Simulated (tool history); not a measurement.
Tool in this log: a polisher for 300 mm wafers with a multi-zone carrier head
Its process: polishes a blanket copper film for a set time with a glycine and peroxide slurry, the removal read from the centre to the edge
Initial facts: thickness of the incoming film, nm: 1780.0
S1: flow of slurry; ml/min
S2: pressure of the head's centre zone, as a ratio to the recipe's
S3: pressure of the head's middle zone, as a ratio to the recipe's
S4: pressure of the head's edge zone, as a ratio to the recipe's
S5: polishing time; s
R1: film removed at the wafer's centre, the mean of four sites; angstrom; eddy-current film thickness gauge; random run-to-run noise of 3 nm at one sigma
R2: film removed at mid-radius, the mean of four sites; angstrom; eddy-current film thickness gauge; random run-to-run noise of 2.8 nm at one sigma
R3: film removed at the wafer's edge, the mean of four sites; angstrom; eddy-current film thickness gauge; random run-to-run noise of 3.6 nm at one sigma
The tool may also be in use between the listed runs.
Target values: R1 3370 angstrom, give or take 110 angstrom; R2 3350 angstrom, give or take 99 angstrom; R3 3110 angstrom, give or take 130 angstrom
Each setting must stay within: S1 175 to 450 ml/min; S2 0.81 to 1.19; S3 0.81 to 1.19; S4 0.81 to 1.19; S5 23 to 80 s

run,day,S1,S2,S3,S4,S5,R1,R2,R3
1,0,290,1,1,1,51,2628.2,2627.4,2603.2
2,0.288,290,1,0.97,1,51,2615.2,2601.7,2657.3
3,0.379,290,1,0.97,1.07,51,2600.4,2559.8,2735.5
4,0.438,290,1,0.97,1.13,51,2632.8,2562.7,2784.3
5,0.575,290,1,0.97,1.13,60,3124.1,2999.6,3237.6
6,0.846,290,1,0.97,1.13,53,2692,2659.2,2855.9
7,0.958,295,1.01,0.99,1.13,54,2760.8,2760.8,2952.1
8,1.158,300,1.04,1.01,1.11,55,2892.6,2853.7,2911.8
9,1.346,305,1.05,1.02,1.11,56,3007.3,2891,3091.1
10,1.654,300,1.06,1.05,1.08,56,3021.2,2978.7,3014.5
11,2,305,1.07,1.07,1.07,56,3070,3037.6,2974.7
12,2.208,310,1.08,1.08,1.07,56,3102.3,3076.2,2911.6
13,2.467,310,1.09,1.09,1.08,57,3167.9,3130.7,3026.5
14,2.492,315,1.1,1.1,1.08,57,3210,3180.3,3021.7
15,2.742,320,1.1,1.11,1.08,57,3200.4,3265.2,2996

Exercise: of the 5 proposed moves below, exactly one satisfies all targets within the stated allowed misses. Which move is it?
A,2.992,345,1.11,1.12,1.07,59,?,?,?
B,2.992,355,1.15,1.19,1.06,53,?,?,?
C,2.992,370,1.16,1.16,1.05,52,?,?,?
D,2.992,415,1.03,1.19,0.97,54,?,?,?
E,2.992,300,1.06,1.11,1.12,57,?,?,?

move,R1,R2,R3
A,3391.4,3336.1,3117
B,3167.3,3150.4,2791.4
C,3146.4,3040,2735.7
D,2928.2,3252.9,2763.1
E,3080.6,3157.4,3042.5
A: each result inside its tolerance
B: moves away from the targets compared with the last run
C: moves away from the targets compared with the last run
D: moves away from the targets compared with the last run
E: moves away from the targets compared with the last run
Go with A: it meets all targets.

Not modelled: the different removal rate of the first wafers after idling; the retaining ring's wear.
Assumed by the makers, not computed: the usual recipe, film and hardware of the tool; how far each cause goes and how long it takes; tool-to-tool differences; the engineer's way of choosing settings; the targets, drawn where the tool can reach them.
